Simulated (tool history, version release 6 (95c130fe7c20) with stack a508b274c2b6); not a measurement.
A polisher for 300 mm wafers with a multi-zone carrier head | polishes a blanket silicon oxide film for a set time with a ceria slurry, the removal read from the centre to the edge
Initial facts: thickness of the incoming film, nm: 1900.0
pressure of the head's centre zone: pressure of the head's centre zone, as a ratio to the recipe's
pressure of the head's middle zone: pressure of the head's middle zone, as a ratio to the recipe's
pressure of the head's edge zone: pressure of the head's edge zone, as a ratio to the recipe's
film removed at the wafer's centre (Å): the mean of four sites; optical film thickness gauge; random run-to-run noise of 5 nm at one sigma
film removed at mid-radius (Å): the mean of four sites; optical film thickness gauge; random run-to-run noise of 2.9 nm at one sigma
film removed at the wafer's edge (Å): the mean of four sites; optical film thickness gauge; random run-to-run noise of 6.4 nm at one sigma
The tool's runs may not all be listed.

run,hour,flow of slurry (ml/min),pressure of the head's centre zone,pressure of the head's middle zone,pressure of the head's edge zone,polishing time (s),film removed at the wafer's centre (Å),film removed at mid-radius (Å),film removed at the wafer's edge (Å)
1,0.0,155,1.00,1.00,1.00,79,3666.7,3538.6,3766.3
2,5.5,170,0.98,1.00,1.06,82,3671.0,3688.7,3949.2
3,12.3,160,0.97,0.99,1.09,88,3942.7,3912.7,4149.9
4,13.5,135,0.97,0.99,1.09,88,3740.2,3783.0,4204.2
5,21.8,170,0.97,0.99,1.09,88,4006.5,3911.4,4270.5
6,25.0,170,0.94,0.98,1.12,92,4057.7,4098.8,4591.8
7,33.0,175,0.93,0.98,1.13,93,4047.3,4156.7,4651.5
8,34.6,180,0.92,0.97,1.14,94,4093.9,4167.1,4737.6
# hour 38.0: worn pad replaced by a new one
9,38.0,195,0.90,0.98,1.19,95,4439.2,4664.3,5288.5

Run 10, settings as shown, results not yet in. Your forecast:
10,44.4,185,0.91,0.98,1.19,95,?,?,?

Run 10 gave film removed at the wafer's centre (Å) 4487.9, film removed at mid-radius (Å) 4617.6, film removed at the wafer's edge (Å) 5390.3.

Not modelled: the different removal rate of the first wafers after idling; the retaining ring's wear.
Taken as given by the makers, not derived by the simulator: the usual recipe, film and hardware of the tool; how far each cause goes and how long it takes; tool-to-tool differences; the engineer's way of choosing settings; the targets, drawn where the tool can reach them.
